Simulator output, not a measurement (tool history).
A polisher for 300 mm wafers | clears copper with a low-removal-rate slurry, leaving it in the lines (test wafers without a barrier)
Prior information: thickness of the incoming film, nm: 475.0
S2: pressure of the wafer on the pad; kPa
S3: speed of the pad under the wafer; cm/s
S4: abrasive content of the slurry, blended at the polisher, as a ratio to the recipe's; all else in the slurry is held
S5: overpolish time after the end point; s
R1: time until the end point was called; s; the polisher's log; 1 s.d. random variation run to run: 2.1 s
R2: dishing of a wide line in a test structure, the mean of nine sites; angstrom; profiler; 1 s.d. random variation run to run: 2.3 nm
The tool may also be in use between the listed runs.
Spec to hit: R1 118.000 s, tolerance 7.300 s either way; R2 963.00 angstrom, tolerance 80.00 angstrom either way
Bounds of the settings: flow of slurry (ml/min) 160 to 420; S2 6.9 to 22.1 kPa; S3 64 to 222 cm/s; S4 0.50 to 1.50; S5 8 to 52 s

{"run": 1, "hour": 0.0, "flow of slurry (ml/min)": 270, "S2": 14.5, "S3": 142, "S4": 1.0, "S5": 26, "R1": 152.36, "R2": 517.97}
{"run": 2, "hour": 4.3, "flow of slurry (ml/min)": 270, "S2": 15.9, "S3": 142, "S4": 1.0, "S5": 30, "R1": 142.23, "R2": 622.57}
{"run": 3, "hour": 8.4, "flow of slurry (ml/min)": 270, "S2": 17.9, "S3": 142, "S4": 1.0, "S5": 30, "R1": 131.58, "R2": 678.83}
{"run": 4, "hour": 14.8, "flow of slurry (ml/min)": 270, "S2": 17.9, "S3": 174, "S4": 1.0, "S5": 30, "R1": 107.3, "R2": 768.55}
{"run": 5, "hour": 22.1, "flow of slurry (ml/min)": 270, "S2": 17.9, "S3": 206, "S4": 1.0, "S5": 30, "R1": 91.915, "R2": 858.99}
{"run": 6, "hour": 30.7, "flow of slurry (ml/min)": 270, "S2": 17.9, "S3": 176, "S4": 1.0, "S5": 30, "R1": 108.75, "R2": 764.94}
{"run": 7, "hour": 33.0, "flow of slurry (ml/min)": 270, "S2": 17.9, "S3": 174, "S4": 1.0, "S5": 33, "R1": 106.05, "R2": 824.66}
{"run": 8, "hour": 36.3, "flow of slurry (ml/min)": 270, "S2": 17.2, "S3": 170, "S4": 1.0, "S5": 36, "R1": 110.03, "R2": 845.67}
{"run": 9, "hour": 39.9, "flow of slurry (ml/min)": 270, "S2": 16.5, "S3": 166, "S4": 1.0, "S5": 39, "R1": 121.76, "R2": 798.76}
{"run": 10, "hour": 47.2, "flow of slurry (ml/min)": 270, "S2": 16.5, "S3": 164, "S4": 1.0, "S5": 41, "R1": 121.34, "R2": 838.22}
{"run": 11, "hour": 52.7, "flow of slurry (ml/min)": 270, "S2": 16.5, "S3": 164, "S4": 1.0, "S5": 43, "R1": 124.39, "R2": 846.66}

Pick the move, out of 4, that brings all results within their allowed miss; only one does.
{"run": "A", "hour": 58.2, "flow of slurry (ml/min)": 320, "S2": 15.9, "S3": 168, "S4": 1.1, "S5": 50, "R1": "?", "R2": "?"}
{"run": "B", "hour": 58.2, "flow of slurry (ml/min)": 260, "S2": 13.8, "S3": 184, "S4": 1.0, "S5": 38, "R1": "?", "R2": "?"}
{"run": "C", "hour": 58.2, "flow of slurry (ml/min)": 275, "S2": 16.5, "S3": 182, "S4": 0.85, "S5": 24, "R1": "?", "R2": "?"}
{"run": "D", "hour": 58.2, "flow of slurry (ml/min)": 215, "S2": 16.5, "S3": 160, "S4": 0.85, "S5": 39, "R1": "?", "R2": "?"}

move=A R1=114.940 R2=953.73
move=B R1=121.090 R2=782.50
move=C R1=108.270 R2=634.61
move=D R1=125.140 R2=796.48
A: all results land within tolerance of their targets
B: misses by more than the last run did
C: misses by more than the last run did
D: misses by more than the last run did
A is the move that brings every result within its allowed miss.
